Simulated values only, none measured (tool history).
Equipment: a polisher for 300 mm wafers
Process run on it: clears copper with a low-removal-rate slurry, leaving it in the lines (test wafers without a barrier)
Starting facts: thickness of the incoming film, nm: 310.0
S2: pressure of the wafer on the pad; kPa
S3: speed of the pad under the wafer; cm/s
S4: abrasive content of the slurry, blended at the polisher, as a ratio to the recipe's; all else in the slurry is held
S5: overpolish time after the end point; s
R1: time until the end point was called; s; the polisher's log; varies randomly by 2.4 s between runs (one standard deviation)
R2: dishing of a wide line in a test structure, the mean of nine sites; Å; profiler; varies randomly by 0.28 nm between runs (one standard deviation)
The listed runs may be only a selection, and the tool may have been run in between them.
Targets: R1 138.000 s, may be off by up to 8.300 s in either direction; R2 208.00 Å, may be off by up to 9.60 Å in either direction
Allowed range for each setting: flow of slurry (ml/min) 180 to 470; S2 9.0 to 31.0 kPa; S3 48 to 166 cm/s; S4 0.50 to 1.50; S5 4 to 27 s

{"run": 1, "hour": 0.0, "flow of slurry (ml/min)": 300, "S2": 20.0, "S3": 106, "S4": 1.0, "S5": 14, "R1": 80.868, "R2": 357.8}
{"run": 2, "hour": 2.4, "flow of slurry (ml/min)": 300, "S2": 18.6, "S3": 106, "S4": 1.0, "S5": 14, "R1": 86.81, "R2": 330.83}
{"run": 3, "hour": 5.5, "flow of slurry (ml/min)": 300, "S2": 18.6, "S3": 106, "S4": 1.0, "S5": 8, "R1": 83.392, "R2": 210.47}
{"run": 4, "hour": 14.0, "flow of slurry (ml/min)": 300, "S2": 17.2, "S3": 104, "S4": 1.0, "S5": 9, "R1": 91.587, "R2": 217.28}
{"run": 5, "hour": 15.4, "flow of slurry (ml/min)": 300, "S2": 16.5, "S3": 104, "S4": 1.0, "S5": 9, "R1": 93.535, "R2": 207.06}
{"run": 6, "hour": 21.5, "flow of slurry (ml/min)": 300, "S2": 16.5, "S3": 104, "S4": 1.0, "S5": 13, "R1": 94.257, "R2": 294.63}
{"run": 7, "hour": 29.6, "flow of slurry (ml/min)": 300, "S2": 15.9, "S3": 102, "S4": 1.0, "S5": 13, "R1": 100.02, "R2": 272.14}
{"run": 8, "hour": 31.8, "flow of slurry (ml/min)": 300, "S2": 15.2, "S3": 102, "S4": 1.0, "S5": 13, "R1": 104.55, "R2": 270.36}
{"run": 9, "hour": 37.8, "flow of slurry (ml/min)": 300, "S2": 14.5, "S3": 102, "S4": 1.0, "S5": 13, "R1": 109.15, "R2": 258.58}
{"run": 10, "hour": 40.7, "flow of slurry (ml/min)": 300, "S2": 13.8, "S3": 102, "S4": 1.0, "S5": 13, "R1": 109.47, "R2": 247.22}
{"run": 11, "hour": 48.1, "flow of slurry (ml/min)": 300, "S2": 13.1, "S3": 102, "S4": 1.0, "S5": 13, "R1": 114.9, "R2": 241.7}
{"run": 12, "hour": 55.4, "flow of slurry (ml/min)": 300, "S2": 12.4, "S3": 102, "S4": 1.0, "S5": 13, "R1": 118.09, "R2": 228.26}
{"run": 13, "hour": 61.5, "flow of slurry (ml/min)": 300, "S2": 11.7, "S3": 102, "S4": 1.0, "S5": 13, "R1": 131.07, "R2": 223.27}

4 next moves are on the table. One of them brings every result within its allowed miss. Which?
{"run": "A", "hour": 67.6, "flow of slurry (ml/min)": 240, "S2": 16.5, "S3": 82, "S4": 0.9, "S5": 13, "R1": "?", "R2": "?"}
{"run": "B", "hour": 67.6, "flow of slurry (ml/min)": 335, "S2": 14.5, "S3": 90, "S4": 1.0, "S5": 13, "R1": "?", "R2": "?"}
{"run": "C", "hour": 67.6, "flow of slurry (ml/min)": 325, "S2": 9.0, "S3": 98, "S4": 1.05, "S5": 18, "R1": "?", "R2": "?"}
{"run": "D", "hour": 67.6, "flow of slurry (ml/min)": 330, "S2": 11.7, "S3": 92, "S4": 1.05, "S5": 13, "R1": "?", "R2": "?"}

move=A R1=124.100 R2=228.44
move=B R1=121.090 R2=232.47
move=C R1=159.650 R2=238.60
move=D R1=138.950 R2=205.10
A: further off than the last run
B: further off than the last run
C: further off than the last run
D: every result within its allowed miss
Go with D: it meets all targets.
